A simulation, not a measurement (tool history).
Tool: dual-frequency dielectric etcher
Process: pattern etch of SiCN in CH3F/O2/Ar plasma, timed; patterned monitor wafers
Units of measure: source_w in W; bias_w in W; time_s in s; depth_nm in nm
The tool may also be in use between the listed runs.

| run | day | source_w | bias_w | time_s | depth_nm |
|---|---|---|---|---|---|
| 1 | 0 | 530 | 96 | 96 | 44.244 |
| 2 | 0.192 | 530 | 112 | 96 | 46.868 |
| 3 | 0.35 | 470 | 105 | 96 | 43.266 |
| 4 | 0.7 | 430 | 103 | 96 | 41.643 |
|  | 0.783 | wet clean of the chamber |
| 5 | 0.783 | 510 | 103 | 96 | 43.876 |
| 6 | 1.1 | 460 | 101 | 96 | 41.885 |
| 7 | 1.421 | 430 | 100 | 96 | 39.969 |

Run 8 is up next; what results do you expect?
| 8 | 1.625 | 420 | 100 | 96 | ? |

depth_nm: 39.771 nm

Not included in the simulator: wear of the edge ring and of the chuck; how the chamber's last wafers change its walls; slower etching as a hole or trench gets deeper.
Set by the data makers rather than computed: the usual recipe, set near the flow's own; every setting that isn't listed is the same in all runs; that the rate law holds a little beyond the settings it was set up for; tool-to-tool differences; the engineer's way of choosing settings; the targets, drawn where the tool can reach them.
